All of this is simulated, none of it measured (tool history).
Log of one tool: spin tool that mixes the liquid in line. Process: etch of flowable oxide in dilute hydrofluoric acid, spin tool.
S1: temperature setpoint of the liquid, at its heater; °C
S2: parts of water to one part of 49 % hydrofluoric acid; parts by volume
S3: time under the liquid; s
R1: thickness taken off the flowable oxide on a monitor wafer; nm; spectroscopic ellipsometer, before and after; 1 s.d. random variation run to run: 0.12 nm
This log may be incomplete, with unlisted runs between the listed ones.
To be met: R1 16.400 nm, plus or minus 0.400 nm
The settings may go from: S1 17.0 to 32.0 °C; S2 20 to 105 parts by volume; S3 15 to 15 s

| run | hour | S1 | S2 | S3 | R1 |
|---|---|---|---|---|---|
| 1 | 0.0 | 24.0 | 55 | 15 | 13.177 |
| 2 | 5.9 | 24.0 | 40 | 15 | 19.067 |
| 3 | 8.9 | 24.0 | 25 | 15 | 30.435 |
| 4 | 10.0 | 23.0 | 25 | 15 | 29.513 |
| 5 | 10.7 | 22.5 | 25 | 15 | 29.096 |
| 6 | 13.9 | 22.0 | 25 | 15 | 28.255 |
| 7 | 18.5 | 21.5 | 25 | 15 | 27.334 |
| 8 | 25.7 | 21.0 | 25 | 15 | 26.962 |
| 9 | 27.9 | 20.5 | 25 | 15 | 26.348 |
| 10 | 31.7 | 20.0 | 25 | 15 | 25.776 |
| 11 | 39.9 | 19.5 | 25 | 15 | 25.327 |
| 12 | 43.7 | 19.0 | 25 | 15 | 24.720 |
| 13 | 49.2 | 18.0 | 30 | 15 | 19.478 |
| 14 | 53.1 | 17.5 | 30 | 15 | 19.116 |

Of the 4 settings listed for the next run, only one would bring every result within its allowed miss of target. Which one?
| A | 57.0 | 19.0 | 35 | 15 | ? |
| B | 57.0 | 22.0 | 35 | 15 | ? |
| C | 57.0 | 17.5 | 25 | 15 | ? |
| D | 57.0 | 17.5 | 35 | 15 | ? |

| move | R1 |
|---|---|
| A | 17.267 |
| B | 19.632 |
| C | 22.903 |
| D | 16.176 |
A: an improvement on the last run, though not all results are within tolerance
B: moves away from the targets compared with the last run
C: moves away from the targets compared with the last run
D: meets every target
The move that meets every target is D.
